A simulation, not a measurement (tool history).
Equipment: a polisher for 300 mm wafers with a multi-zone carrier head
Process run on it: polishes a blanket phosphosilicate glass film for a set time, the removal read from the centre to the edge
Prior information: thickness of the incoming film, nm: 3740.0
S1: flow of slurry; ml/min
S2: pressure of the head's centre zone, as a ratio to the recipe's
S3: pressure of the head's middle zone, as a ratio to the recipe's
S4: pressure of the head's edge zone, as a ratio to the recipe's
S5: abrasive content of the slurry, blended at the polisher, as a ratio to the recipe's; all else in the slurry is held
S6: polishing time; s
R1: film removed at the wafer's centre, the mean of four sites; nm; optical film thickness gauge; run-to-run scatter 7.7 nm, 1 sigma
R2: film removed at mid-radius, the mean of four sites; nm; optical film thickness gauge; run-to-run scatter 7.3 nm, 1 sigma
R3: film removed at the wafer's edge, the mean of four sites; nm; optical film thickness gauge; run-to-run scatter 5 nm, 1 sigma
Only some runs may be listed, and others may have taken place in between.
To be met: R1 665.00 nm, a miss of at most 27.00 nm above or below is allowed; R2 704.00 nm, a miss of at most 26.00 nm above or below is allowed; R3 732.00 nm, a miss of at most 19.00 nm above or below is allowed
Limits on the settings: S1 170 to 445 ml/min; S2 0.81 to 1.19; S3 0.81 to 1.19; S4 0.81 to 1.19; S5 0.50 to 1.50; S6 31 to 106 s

| run | day | S1 | S2 | S3 | S4 | S5 | S6 | R1 | R2 | R3 |
|---|---|---|---|---|---|---|---|---|---|---|
| 1 | 0.000 | 285 | 1.00 | 1.00 | 1.00 | 1.00 | 68 | 526.33 | 506.75 | 497.09 |
| 2 | 0.304 | 285 | 1.00 | 1.00 | 0.93 | 1.00 | 68 | 505.62 | 502.91 | 489.45 |
| 3 | 0.362 | 285 | 0.98 | 0.99 | 0.94 | 1.05 | 69 | 523.71 | 518.79 | 510.73 |
| 4 | 0.667 | 285 | 0.98 | 0.99 | 0.98 | 1.05 | 69 | 524.20 | 524.46 | 519.17 |
| 5 | 0.754 | 285 | 0.97 | 0.99 | 1.00 | 1.10 | 70 | 532.66 | 546.55 | 539.77 |
| 6 | 0.883 | 285 | 0.97 | 0.98 | 1.01 | 1.15 | 71 | 548.07 | 554.33 | 562.34 |
| 7 | 0.925 | 290 | 0.97 | 0.98 | 1.02 | 1.20 | 72 | 580.20 | 563.70 | 583.78 |
| 8 | 1.225 | 290 | 0.97 | 0.98 | 1.02 | 1.20 | 72 | 578.30 | 580.94 | 580.78 |
| 9 | 1.554 | 290 | 0.96 | 0.97 | 1.03 | 1.25 | 73 | 599.65 | 578.26 | 602.77 |
| 10 | 1.629 | 290 | 0.95 | 0.98 | 1.04 | 1.30 | 74 | 604.94 | 598.39 | 631.81 |
| 11 | 1.762 | 335 | 1.00 | 1.08 | 1.14 | 1.50 | 74 | 685.82 | 713.21 | 694.08 |

Below are 4 possible settings for the next run. Only one of them brings all results inside the allowed miss of their targets. Which is it?
| A | 1.896 | 280 | 0.92 | 0.99 | 1.08 | 1.45 | 82 | ? | ? | ? |
| B | 1.896 | 330 | 1.03 | 1.17 | 1.15 | 1.35 | 71 | ? | ? | ? |
| C | 1.896 | 340 | 1.03 | 1.16 | 1.01 | 1.35 | 73 | ? | ? | ? |
| D | 1.896 | 390 | 0.95 | 1.08 | 1.03 | 1.45 | 76 | ? | ? | ? |

| move | R1 | R2 | R3 |
|---|---|---|---|
| A | 660.48 | 721.72 | 736.10 |
| B | 630.84 | 707.32 | 640.98 |
| C | 649.89 | 723.35 | 622.86 |
| D | 647.22 | 735.13 | 677.97 |
A: every result within its allowed miss
B: moves away from the targets compared with the last run
C: moves away from the targets compared with the last run
D: moves away from the targets compared with the last run
The right move is A.

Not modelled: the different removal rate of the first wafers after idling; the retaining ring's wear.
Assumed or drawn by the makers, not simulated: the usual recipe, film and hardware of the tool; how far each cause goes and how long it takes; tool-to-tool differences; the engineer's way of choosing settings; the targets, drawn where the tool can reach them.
